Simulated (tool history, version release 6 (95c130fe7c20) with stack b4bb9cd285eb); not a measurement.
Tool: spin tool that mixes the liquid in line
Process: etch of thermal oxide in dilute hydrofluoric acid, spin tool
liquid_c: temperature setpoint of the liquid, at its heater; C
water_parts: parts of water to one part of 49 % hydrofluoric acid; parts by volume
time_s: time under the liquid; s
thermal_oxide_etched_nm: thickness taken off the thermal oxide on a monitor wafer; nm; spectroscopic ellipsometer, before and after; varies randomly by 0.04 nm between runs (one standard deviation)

{"run": 1, "hour": 0.0, "liquid_c": 20, "water_parts": 45, "time_s": 100, "thermal_oxide_etched_nm": 10.993}
{"run": 2, "hour": 2.5, "liquid_c": 23, "water_parts": 45, "time_s": 100, "thermal_oxide_etched_nm": 12.358}
{"run": 3, "hour": 6.0, "liquid_c": 23, "water_parts": 45, "time_s": 80, "thermal_oxide_etched_nm": 9.9532}
{"run": 4, "hour": 14.6, "liquid_c": 22, "water_parts": 45, "time_s": 80, "thermal_oxide_etched_nm": 9.6528}
{"run": 5, "hour": 19.7, "liquid_c": 22, "water_parts": 60, "time_s": 80, "thermal_oxide_etched_nm": 7.0927}
{"run": 6, "hour": 22.2, "liquid_c": 23, "water_parts": 60, "time_s": 80, "thermal_oxide_etched_nm": 7.3677}

The next listed run, before its measurement:
{"run": 7, "hour": 26.7, "liquid_c": 24, "water_parts": 60, "time_s": 80, "thermal_oxide_etched_nm": "?"}

{"run 7": {"thermal_oxide_etched_nm": 7.6417}}

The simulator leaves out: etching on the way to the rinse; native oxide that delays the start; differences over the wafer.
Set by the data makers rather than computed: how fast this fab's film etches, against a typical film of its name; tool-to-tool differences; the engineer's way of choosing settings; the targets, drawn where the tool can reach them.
